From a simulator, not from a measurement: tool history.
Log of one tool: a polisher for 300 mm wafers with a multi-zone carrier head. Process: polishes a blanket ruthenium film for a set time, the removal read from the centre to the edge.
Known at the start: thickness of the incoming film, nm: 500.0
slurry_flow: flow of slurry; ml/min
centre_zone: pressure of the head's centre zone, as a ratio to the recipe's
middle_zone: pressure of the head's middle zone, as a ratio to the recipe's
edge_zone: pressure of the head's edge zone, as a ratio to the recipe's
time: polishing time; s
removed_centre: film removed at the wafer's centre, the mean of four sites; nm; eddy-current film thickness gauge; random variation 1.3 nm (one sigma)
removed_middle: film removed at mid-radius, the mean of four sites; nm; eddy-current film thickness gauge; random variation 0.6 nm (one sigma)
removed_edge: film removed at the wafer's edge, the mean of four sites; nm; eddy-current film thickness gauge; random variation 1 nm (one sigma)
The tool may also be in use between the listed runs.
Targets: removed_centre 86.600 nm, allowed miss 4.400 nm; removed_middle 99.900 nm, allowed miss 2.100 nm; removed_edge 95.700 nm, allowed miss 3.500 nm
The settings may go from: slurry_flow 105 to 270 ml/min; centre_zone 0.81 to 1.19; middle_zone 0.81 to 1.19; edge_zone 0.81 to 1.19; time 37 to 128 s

Run 1, hour 0.0: slurry_flow 175 ml/min, centre_zone 1.00, middle_zone 1.00, edge_zone 1.00, time 82 s. Result: removed_centre 73.786 nm, removed_middle 75.921 nm, removed_edge 77.003 nm.
Run 2, hour 3.2: slurry_flow 175 ml/min, centre_zone 1.00, middle_zone 1.00, edge_zone 1.00, time 96 s. Result: removed_centre 87.399 nm, removed_middle 89.250 nm, removed_edge 89.154 nm.
Run 3, hour 8.6: slurry_flow 175 ml/min, centre_zone 1.00, middle_zone 1.00, edge_zone 0.93, time 96 s. Result: removed_centre 87.429 nm, removed_middle 88.932 nm, removed_edge 84.844 nm.
Run 4, hour 9.2: slurry_flow 175 ml/min, centre_zone 1.07, middle_zone 1.00, edge_zone 0.93, time 96 s. Result: removed_centre 91.022 nm, removed_middle 89.381 nm, removed_edge 85.357 nm.
Run 5, hour 12.0: slurry_flow 175 ml/min, centre_zone 1.07, middle_zone 1.00, edge_zone 0.93, time 111 s. Result: removed_centre 103.650 nm, removed_middle 102.320 nm, removed_edge 100.140 nm.
Run 6, hour 14.5: slurry_flow 165 ml/min, centre_zone 1.03, middle_zone 1.01, edge_zone 0.93, time 110 s. Result: removed_centre 101.310 nm, removed_middle 100.950 nm, removed_edge 97.331 nm.
Run 7, hour 19.8: slurry_flow 165 ml/min, centre_zone 0.99, middle_zone 1.02, edge_zone 0.94, time 109 s. Result: removed_centre 94.045 nm, removed_middle 100.620 nm, removed_edge 97.407 nm.
Run 8, hour 20.9: slurry_flow 165 ml/min, centre_zone 0.98, middle_zone 1.02, edge_zone 0.94, time 109 s. Result: removed_centre 93.420 nm, removed_middle 101.140 nm, removed_edge 96.778 nm.

5 next moves are on the table. One of them brings every result within its allowed miss. Which?
Run A, hour 22.0: slurry_flow 170 ml/min, centre_zone 1.00, middle_zone 1.01, edge_zone 0.96, time 107 s. Result: removed_centre ?, removed_middle ?, removed_edge ?.
Run B, hour 22.0: slurry_flow 205 ml/min, centre_zone 1.08, middle_zone 0.98, edge_zone 0.90, time 106 s. Result: removed_centre ?, removed_middle ?, removed_edge ?.
Run C, hour 22.0: slurry_flow 155 ml/min, centre_zone 0.86, middle_zone 1.08, edge_zone 1.01, time 106 s. Result: removed_centre ?, removed_middle ?, removed_edge ?.
Run D, hour 22.0: slurry_flow 130 ml/min, centre_zone 0.98, middle_zone 1.10, edge_zone 1.04, time 107 s. Result: removed_centre ?, removed_middle ?, removed_edge ?.
Run E, hour 22.0: slurry_flow 175 ml/min, centre_zone 0.91, middle_zone 1.08, edge_zone 1.00, time 106 s. Result: removed_centre ?, removed_middle ?, removed_edge ?.

move  removed_centre  removed_middle  removed_edge
   A          94.791         100.350        97.076
   B         105.070          99.955        95.913
   C          79.066         103.430        96.856
   D          86.969         101.780        96.169
   E          85.941         105.840        98.097
A: further off than the last run
B: further off than the last run
C: takes the result that was furthest off past its target
D: meets every target
E: brings the result that was furthest off to its target, and leaves another outside
Answer: D

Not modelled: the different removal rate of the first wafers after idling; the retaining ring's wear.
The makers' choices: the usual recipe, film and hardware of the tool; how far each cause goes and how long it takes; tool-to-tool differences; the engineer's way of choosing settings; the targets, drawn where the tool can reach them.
